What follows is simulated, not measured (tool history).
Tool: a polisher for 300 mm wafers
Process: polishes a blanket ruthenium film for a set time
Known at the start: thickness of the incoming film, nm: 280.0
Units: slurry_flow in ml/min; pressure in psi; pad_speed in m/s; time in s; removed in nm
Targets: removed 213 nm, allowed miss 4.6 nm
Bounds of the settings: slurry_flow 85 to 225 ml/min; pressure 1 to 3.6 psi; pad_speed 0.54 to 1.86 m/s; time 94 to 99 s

{"run": 1, "hour": 0.0, "slurry_flow": 145, "pressure": 2.3, "pad_speed": 1.18, "time": 94, "removed": 150.27}
{"run": 2, "hour": 5.5, "slurry_flow": 160, "pressure": 2.5, "pad_speed": 1.18, "time": 94, "removed": 163.86}
{"run": 3, "hour": 6.4, "slurry_flow": 165, "pressure": 2.7, "pad_speed": 1.18, "time": 94, "removed": 173.66}
{"run": 4, "hour": 7.3, "slurry_flow": 165, "pressure": 2.9, "pad_speed": 1.18, "time": 94, "removed": 186.89}
{"run": 5, "hour": 12.1, "slurry_flow": 165, "pressure": 2.9, "pad_speed": 0.88, "time": 94, "removed": 140.28}
{"run": 6, "hour": 16.6, "slurry_flow": 170, "pressure": 3.1, "pad_speed": 0.92, "time": 94, "removed": 155.27}
{"run": 7, "hour": 23.0, "slurry_flow": 175, "pressure": 3.2, "pad_speed": 0.96, "time": 94, "removed": 169.08}
{"run": 8, "hour": 25.5, "slurry_flow": 180, "pressure": 3.3, "pad_speed": 0.98, "time": 94, "removed": 176.2}

Which of these 5 next moves meets every target?
{"run": "A", "hour": 28.0, "slurry_flow": 195, "pressure": 3.2, "pad_speed": 0.86, "time": 94, "removed": "?"}
{"run": "B", "hour": 28.0, "slurry_flow": 175, "pressure": 3.5, "pad_speed": 1.04, "time": 97, "removed": "?"}
{"run": "C", "hour": 28.0, "slurry_flow": 145, "pressure": 3.6, "pad_speed": 1, "time": 99, "removed": "?"}
{"run": "D", "hour": 28.0, "slurry_flow": 145, "pressure": 3, "pad_speed": 1.18, "time": 99, "removed": "?"}
{"run": "E", "hour": 28.0, "slurry_flow": 170, "pressure": 3.4, "pad_speed": 1.1, "time": 99, "removed": "?"}

move=A removed=153.38
move=B removed=202.75
move=C removed=198.23
move=D removed=197.81
move=E removed=211.94
A: further off than the last run
B: nearer than the last run, and not there yet
C: nearer than the last run, and not there yet
D: nearer than the last run, and not there yet
E: meets every target
The right move is E.

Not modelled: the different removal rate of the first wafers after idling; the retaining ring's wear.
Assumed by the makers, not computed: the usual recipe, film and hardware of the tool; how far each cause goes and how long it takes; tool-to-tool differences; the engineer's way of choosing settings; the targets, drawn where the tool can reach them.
